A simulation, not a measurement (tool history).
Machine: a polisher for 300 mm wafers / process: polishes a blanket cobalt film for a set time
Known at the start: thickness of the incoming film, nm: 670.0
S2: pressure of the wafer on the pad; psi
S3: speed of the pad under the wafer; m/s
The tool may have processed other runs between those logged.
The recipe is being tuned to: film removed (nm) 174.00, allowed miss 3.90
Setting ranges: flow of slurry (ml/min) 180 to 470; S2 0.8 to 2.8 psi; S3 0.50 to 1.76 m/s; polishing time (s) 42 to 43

run 1 hour=0.0 | flow_of_slurry_(ml/min)=300 S2=1.8 S3=1.12 polishing_time_(s)=42 | film_removed_(nm)=227.71
run 2 hour=8.7 | flow_of_slurry_(ml/min)=300 S2=1.7 S3=1.12 polishing_time_(s)=42 | film_removed_(nm)=214.79
run 3 hour=13.1 | flow_of_slurry_(ml/min)=300 S2=1.6 S3=1.12 polishing_time_(s)=42 | film_removed_(nm)=202.90
run 4 hour=18.6 | flow_of_slurry_(ml/min)=300 S2=1.6 S3=1.30 polishing_time_(s)=42 | film_removed_(nm)=230.49
run 5 hour=20.8 | flow_of_slurry_(ml/min)=300 S2=1.8 S3=1.30 polishing_time_(s)=42 | film_removed_(nm)=264.46
run 6 hour=26.6 | flow_of_slurry_(ml/min)=250 S2=1.8 S3=1.30 polishing_time_(s)=42 | film_removed_(nm)=258.95
run 7 hour=34.7 | flow_of_slurry_(ml/min)=225 S2=1.3 S3=1.28 polishing_time_(s)=42 | film_removed_(nm)=184.11
run 8 hour=40.5 | flow_of_slurry_(ml/min)=215 S2=1.3 S3=1.28 polishing_time_(s)=42 | film_removed_(nm)=183.64

Which single option among these 4 for the next run brings every result within its allowed miss of target? Just one does.
run A hour=46.3 | flow_of_slurry_(ml/min)=255 S2=1.2 S3=1.24 polishing_time_(s)=42 | film_removed_(nm)=?
run B hour=46.3 | flow_of_slurry_(ml/min)=180 S2=1.3 S3=1.16 polishing_time_(s)=42 | film_removed_(nm)=?
run C hour=46.3 | flow_of_slurry_(ml/min)=205 S2=1.1 S3=1.34 polishing_time_(s)=42 | film_removed_(nm)=?
run D hour=46.3 | flow_of_slurry_(ml/min)=180 S2=1.3 S3=1.22 polishing_time_(s)=42 | film_removed_(nm)=?

move=A film_removed_(nm)=166.98
move=B film_removed_(nm)=165.44
move=C film_removed_(nm)=162.31
move=D film_removed_(nm)=173.13
A: takes the result that was furthest off past its target
B: takes the result that was furthest off past its target
C: takes the result that was furthest off past its target
D: hits every target within its allowed miss
Go with D: it meets all targets.
